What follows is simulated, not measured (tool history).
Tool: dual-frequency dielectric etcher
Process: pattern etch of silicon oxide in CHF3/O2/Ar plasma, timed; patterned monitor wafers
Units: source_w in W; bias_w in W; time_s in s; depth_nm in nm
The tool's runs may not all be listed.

Run 1, hour 0.0: source_w 710 W, bias_w 202 W, time_s 243 s. Result: depth_nm 536.97 nm.
Run 2, hour 1.2: source_w 710 W, bias_w 188 W, time_s 243 s. Result: depth_nm 523.87 nm.
Run 3, hour 7.8: source_w 710 W, bias_w 210 W, time_s 243 s. Result: depth_nm 539.21 nm.
Run 4, hour 11.8: source_w 710 W, bias_w 210 W, time_s 225 s. Result: depth_nm 498.57 nm.
Run 5, hour 17.1: source_w 710 W, bias_w 179 W, time_s 225 s. Result: depth_nm 476.21 nm.
Run 6, hour 21.9: source_w 660 W, bias_w 175 W, time_s 225 s. Result: depth_nm 460.99 nm.
Run 7, hour 25.4: source_w 620 W, bias_w 173 W, time_s 225 s. Result: depth_nm 444.34 nm.
Run 8, hour 31.0: source_w 620 W, bias_w 173 W, time_s 225 s. Result: depth_nm 452.49 nm.
Run 9, hour 39.1: source_w 580 W, bias_w 170 W, time_s 225 s. Result: depth_nm 435.36 nm.

Run 10 comes next. What will it give?
Run 10, hour 45.1: source_w 560 W, bias_w 169 W, time_s 225 s. Result: depth_nm ?.

Run 10 gave depth_nm 427.47 nm.

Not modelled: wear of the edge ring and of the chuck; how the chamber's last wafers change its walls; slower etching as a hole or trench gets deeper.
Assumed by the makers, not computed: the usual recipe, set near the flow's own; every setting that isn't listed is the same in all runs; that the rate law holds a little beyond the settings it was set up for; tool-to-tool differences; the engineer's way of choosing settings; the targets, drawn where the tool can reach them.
